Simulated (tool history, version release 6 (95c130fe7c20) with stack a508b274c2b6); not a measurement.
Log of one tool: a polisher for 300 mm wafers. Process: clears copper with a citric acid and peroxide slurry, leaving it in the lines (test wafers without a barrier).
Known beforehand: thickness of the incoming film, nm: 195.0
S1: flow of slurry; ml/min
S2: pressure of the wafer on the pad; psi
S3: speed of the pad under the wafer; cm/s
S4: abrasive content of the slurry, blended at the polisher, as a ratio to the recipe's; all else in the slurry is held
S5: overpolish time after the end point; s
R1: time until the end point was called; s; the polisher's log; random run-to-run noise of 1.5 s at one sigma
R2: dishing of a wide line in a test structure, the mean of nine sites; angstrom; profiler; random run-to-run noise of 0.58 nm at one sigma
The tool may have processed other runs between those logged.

run  hour   S1   S2   S3   S4  S5       R1      R2
  1   0.0  225  2.5  138  1.0  24   95.399  347.19
  2   5.9  225  2.5  138  1.0  21   95.243  307.12
  3  14.9  225  2.5  138  1.0  14   94.877  210.04
  4  21.4  270  2.5  138  1.0  14   94.770  217.39
  5  27.0  270  2.2  138  1.0  14  105.480  195.25
  6  34.3  230  2.2  138  1.0  14  105.330  195.30

Run 7, settings as shown, results not yet in. Your forecast:
  7  39.2  230  2.3  138  1.0  15   ?   ?

R1: 100.910 s
R2: 208.04 angstrom
